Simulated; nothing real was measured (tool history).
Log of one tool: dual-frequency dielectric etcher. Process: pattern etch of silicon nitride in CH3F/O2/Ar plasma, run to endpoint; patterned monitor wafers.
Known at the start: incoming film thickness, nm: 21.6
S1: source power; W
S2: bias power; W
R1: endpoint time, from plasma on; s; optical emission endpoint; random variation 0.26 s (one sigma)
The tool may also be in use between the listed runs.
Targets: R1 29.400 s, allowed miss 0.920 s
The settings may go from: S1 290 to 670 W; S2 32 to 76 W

| run | hour | S1 | S2 | R1 |
|---|---|---|---|---|
| 1 | 0.0 | 480 | 54 | 35.251 |
| 2 | 4.5 | 500 | 55 | 34.640 |
| 3 | 8.7 | 440 | 55 | 36.644 |
| 4 | 13.7 | 460 | 56 | 35.925 |
| 5 | 20.4 | 480 | 57 | 34.212 |
| 6 | 21.1 | 490 | 57 | 33.844 |
| 7 | 28.1 | 500 | 57 | 34.284 |
| 8 | 36.3 | 520 | 58 | 33.180 |

Which of these 4 next moves meets every target?
| A | 44.5 | 630 | 54 | ? |
| B | 44.5 | 600 | 68 | ? |
| C | 44.5 | 480 | 49 | ? |
| D | 44.5 | 540 | 37 | ? |

| move | R1 |
|---|---|
| A | 31.765 |
| B | 29.845 |
| C | 36.497 |
| D | 38.272 |
A: nearer than the last run, and not there yet
B: meets every target
C: further off than the last run
D: further off than the last run
Answer: B
